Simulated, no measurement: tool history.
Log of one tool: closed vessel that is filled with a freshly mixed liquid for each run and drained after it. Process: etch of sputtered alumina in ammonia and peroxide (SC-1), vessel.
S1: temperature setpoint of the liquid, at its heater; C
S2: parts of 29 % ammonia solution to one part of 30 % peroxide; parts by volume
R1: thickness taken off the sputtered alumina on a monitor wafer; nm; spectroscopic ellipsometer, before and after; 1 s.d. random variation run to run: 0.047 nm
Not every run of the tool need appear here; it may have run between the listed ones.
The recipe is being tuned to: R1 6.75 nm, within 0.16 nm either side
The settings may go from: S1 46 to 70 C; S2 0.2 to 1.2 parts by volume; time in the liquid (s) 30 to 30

{"run": 1, "day": 0.0, "S1": 62, "S2": 1, "time in the liquid (s)": 30, "R1": 5.6549}
{"run": 2, "day": 0.058, "S1": 67.5, "S2": 1, "time in the liquid (s)": 30, "R1": 7.395}
{"run": 3, "day": 0.392, "S1": 60.5, "S2": 1, "time in the liquid (s)": 30, "R1": 5.2352}
{"run": 4, "day": 0.596, "S1": 60.5, "S2": 1, "time in the liquid (s)": 30, "R1": 5.2973}
{"run": 5, "day": 0.825, "S1": 60.5, "S2": 1, "time in the liquid (s)": 30, "R1": 5.1804}
{"run": 6, "day": 0.979, "S1": 61.5, "S2": 1, "time in the liquid (s)": 30, "R1": 5.4742}
{"run": 7, "day": 1.05, "S1": 62, "S2": 1, "time in the liquid (s)": 30, "R1": 5.6664}
{"run": 8, "day": 1.092, "S1": 62.5, "S2": 1, "time in the liquid (s)": 30, "R1": 5.7562}
{"run": 9, "day": 1.217, "S1": 63, "S2": 1, "time in the liquid (s)": 30, "R1": 5.9918}
{"run": 10, "day": 1.45, "S1": 63, "S2": 1, "time in the liquid (s)": 30, "R1": 6.0168}

Of the 4 settings listed for the next run, only one would bring every result within its allowed miss of target. Which one?
{"run": "A", "day": 1.683, "S1": 66, "S2": 1.2, "time in the liquid (s)": 30, "R1": "?"}
{"run": "B", "day": 1.683, "S1": 65.5, "S2": 1.05, "time in the liquid (s)": 30, "R1": "?"}
{"run": "C", "day": 1.683, "S1": 68, "S2": 0.5, "time in the liquid (s)": 30, "R1": "?"}
{"run": "D", "day": 1.683, "S1": 66.5, "S2": 1, "time in the liquid (s)": 30, "R1": "?"}

move=A R1=7.0286
move=B R1=6.7714
move=C R1=7.1379
move=D R1=7.0808
A: carries the result that was furthest off beyond its target, to the other side
B: in spec on every target
C: carries the result that was furthest off beyond its target, to the other side
D: carries the result that was furthest off beyond its target, to the other side
Go with B: it meets all targets.
